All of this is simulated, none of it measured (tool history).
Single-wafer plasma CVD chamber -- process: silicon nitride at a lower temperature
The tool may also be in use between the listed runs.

| run | hour | heater temperature setpoint (deg C) | chamber pressure (mTorr) | RF power (kW) | deposition time (s) | mean film thickness on the monitor wafer (nm) |
|---|---|---|---|---|---|---|
| 1 | 0.0 | 355 | 1180 | 0.285 | 40.2 | 45.015 |
| 2 | 0.5 | 364 | 1180 | 0.285 | 40.2 | 44.750 |
| 3 | 7.2 | 364 | 1300 | 0.285 | 40.2 | 46.783 |
| 4 | 12.9 | 364 | 1330 | 0.285 | 40.2 | 47.139 |
| 5 | 18.6 | 364 | 1360 | 0.285 | 40.2 | 47.556 |
| 6 | 25.2 | 364 | 1380 | 0.285 | 40.2 | 48.265 |
| 7 | 27.1 | 364 | 1400 | 0.285 | 40.2 | 48.309 |

Run 8, settings as shown, results not yet in. Your forecast:
| 8 | 34.6 | 364 | 1420 | 0.285 | 40.2 | ? |

mean film thickness on the monitor wafer (nm): 48.821
